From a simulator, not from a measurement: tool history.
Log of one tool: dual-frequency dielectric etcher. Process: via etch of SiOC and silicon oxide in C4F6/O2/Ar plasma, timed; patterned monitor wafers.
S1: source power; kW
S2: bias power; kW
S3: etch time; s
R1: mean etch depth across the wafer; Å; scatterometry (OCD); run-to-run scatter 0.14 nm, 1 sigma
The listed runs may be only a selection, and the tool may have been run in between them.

run,day,S1,S2,S3,R1
1,0,0.29,0.224,41,448.11
2,0.042,0.28,0.221,41,443.48
3,0.275,0.28,0.246,41,454.28
4,0.4,0.26,0.246,41,443.29
5,0.475,0.25,0.243,41,436.04
6,0.646,0.24,0.24,41,427.06
7,0.725,0.23,0.238,41,418.71
8,0.954,0.22,0.237,41,411.04
9,1.283,0.22,0.236,41,412.77
10,1.525,0.22,0.235,41,412.42

Run 11 comes next. What will it give?
11,1.65,0.22,0.234,41,?

R1: 411.59 Å
